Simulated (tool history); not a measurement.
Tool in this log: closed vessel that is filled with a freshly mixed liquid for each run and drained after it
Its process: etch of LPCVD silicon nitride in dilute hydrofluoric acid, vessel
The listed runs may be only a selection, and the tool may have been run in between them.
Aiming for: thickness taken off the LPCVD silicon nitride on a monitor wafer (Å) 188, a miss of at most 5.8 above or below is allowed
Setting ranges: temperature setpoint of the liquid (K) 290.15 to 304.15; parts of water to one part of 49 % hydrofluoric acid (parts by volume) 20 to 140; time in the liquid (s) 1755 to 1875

| run | day | temperature setpoint of the liquid (K) | parts of water to one part of 49 % hydrofluoric acid (parts by volume) | time in the liquid (s) | thickness taken off the LPCVD silicon nitride on a monitor wafer (Å) |
|---|---|---|---|---|---|
| 1 | 0 | 296.15 | 75 | 1755 | 114.23 |
| 2 | 0.25 | 294.65 | 75 | 1755 | 104.36 |
| 3 | 0.567 | 297.15 | 75 | 1755 | 123.67 |
| 4 | 0.85 | 298.15 | 75 | 1755 | 132.73 |
| 5 | 1.025 | 298.15 | 85 | 1755 | 115.33 |
| 6 | 1.421 | 299.15 | 85 | 1755 | 124.09 |
| 7 | 1.662 | 299.65 | 85 | 1755 | 128.7 |
| 8 | 2.046 | 300.15 | 85 | 1755 | 131.78 |
| 9 | 2.308 | 300.65 | 85 | 1755 | 134.71 |

Which of these 4 next moves meets every target?
| A | 2.571 | 296.15 | 50 | 1795 | ? |
| B | 2.571 | 295.15 | 45 | 1875 | ? |
| C | 2.571 | 302.15 | 75 | 1755 | ? |
| D | 2.571 | 301.65 | 75 | 1800 | ? |

| move | thickness taken off the LPCVD silicon nitride on a monitor wafer (Å) |
|---|---|
| A | 174.8 |
| B | 189 |
| C | 170.29 |
| D | 169.13 |
A: closes in on the targets versus the last run, not all within tolerance yet
B: hits every target within its allowed miss
C: closes in on the targets versus the last run, not all within tolerance yet
D: closes in on the targets versus the last run, not all within tolerance yet
The right move is B.

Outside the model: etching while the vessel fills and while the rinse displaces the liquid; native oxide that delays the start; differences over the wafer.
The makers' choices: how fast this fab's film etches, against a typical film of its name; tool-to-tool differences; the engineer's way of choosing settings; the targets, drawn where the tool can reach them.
